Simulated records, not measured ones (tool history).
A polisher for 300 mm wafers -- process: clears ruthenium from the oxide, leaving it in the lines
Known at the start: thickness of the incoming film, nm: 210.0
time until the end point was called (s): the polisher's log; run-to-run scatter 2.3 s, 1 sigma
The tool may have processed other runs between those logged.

run    day  flow of slurry (ml/min)  pressure of the wafer on the pad (kPa)  speed of the pad under the wafer (cm/s)  overpolish time after the end point (s)  time until the end point was called (s)
  1      0                      250                                    16.5                                       98                                       24                                   129.47
  2    0.3                      250                                    16.5                                      108                                       24                                   115.85
  3  0.462                      250                                    14.5                                      106                                       24                                   130.62
  4  0.521                      250                                    14.5                                       88                                       24                                   154.34
  5  0.767                      250                                    13.1                                       86                                       24                                   169.23
  6  1.029                      250                                    11.7                                       86                                       24                                    186.1

Predict the results of run 7:
  7  1.379                      250                                      11                                       86                                       24                                        ?

time until the end point was called (s): 193.31

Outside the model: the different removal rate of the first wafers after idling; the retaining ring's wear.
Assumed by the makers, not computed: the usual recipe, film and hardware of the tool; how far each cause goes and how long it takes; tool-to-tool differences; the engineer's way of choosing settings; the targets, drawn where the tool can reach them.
